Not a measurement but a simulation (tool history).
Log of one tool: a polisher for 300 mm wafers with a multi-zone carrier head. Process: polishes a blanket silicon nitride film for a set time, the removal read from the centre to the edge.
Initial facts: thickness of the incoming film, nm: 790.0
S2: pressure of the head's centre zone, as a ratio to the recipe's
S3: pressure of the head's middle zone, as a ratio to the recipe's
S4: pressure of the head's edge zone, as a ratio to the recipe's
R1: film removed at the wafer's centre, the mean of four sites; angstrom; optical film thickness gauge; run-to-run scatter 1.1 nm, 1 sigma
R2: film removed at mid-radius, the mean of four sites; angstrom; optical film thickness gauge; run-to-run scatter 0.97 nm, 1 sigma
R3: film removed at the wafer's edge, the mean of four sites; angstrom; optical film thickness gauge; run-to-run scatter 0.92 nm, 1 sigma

{"run": 1, "hour": 0.0, "flow of slurry (ml/min)": 255, "S2": 1.0, "S3": 1.0, "S4": 1.0, "polishing time (s)": 64, "R1": 623.32, "R2": 620.74, "R3": 641.66}
{"run": 2, "hour": 1.4, "flow of slurry (ml/min)": 260, "S2": 0.99, "S3": 1.03, "S4": 1.02, "polishing time (s)": 67, "R1": 658.38, "R2": 666.97, "R3": 682.29}
{"run": 3, "hour": 2.7, "flow of slurry (ml/min)": 260, "S2": 0.99, "S3": 1.0, "S4": 1.02, "polishing time (s)": 67, "R1": 663.08, "R2": 636.62, "R3": 661.36}
{"run": 4, "hour": 4.6, "flow of slurry (ml/min)": 260, "S2": 0.99, "S3": 0.97, "S4": 1.02, "polishing time (s)": 67, "R1": 654.69, "R2": 626.37, "R3": 679.78}
{"run": 5, "hour": 5.5, "flow of slurry (ml/min)": 300, "S2": 0.99, "S3": 0.97, "S4": 1.02, "polishing time (s)": 67, "R1": 668.39, "R2": 640.62, "R3": 681.88}
{"run": 6, "hour": 6.2, "flow of slurry (ml/min)": 300, "S2": 0.99, "S3": 0.92, "S4": 1.02, "polishing time (s)": 67, "R1": 671.24, "R2": 606.68, "R3": 676.25}
{"run": 7, "hour": 14.9, "flow of slurry (ml/min)": 300, "S2": 0.97, "S3": 0.97, "S4": 1.03, "polishing time (s)": 70, "R1": 686.95, "R2": 661.64, "R3": 739.0}
{"run": 8, "hour": 18.2, "flow of slurry (ml/min)": 305, "S2": 0.97, "S3": 1.01, "S4": 1.02, "polishing time (s)": 72, "R1": 697.08, "R2": 702.25, "R3": 747.01}

Estimate the outcome of run 9 from the log above:
{"run": 9, "hour": 19.7, "flow of slurry (ml/min)": 305, "S2": 0.97, "S3": 1.05, "S4": 1.01, "polishing time (s)": 74, "R1": "?", "R2": "?", "R3": "?"}

R1: 734.90 angstrom
R2: 752.73 angstrom
R3: 742.35 angstrom

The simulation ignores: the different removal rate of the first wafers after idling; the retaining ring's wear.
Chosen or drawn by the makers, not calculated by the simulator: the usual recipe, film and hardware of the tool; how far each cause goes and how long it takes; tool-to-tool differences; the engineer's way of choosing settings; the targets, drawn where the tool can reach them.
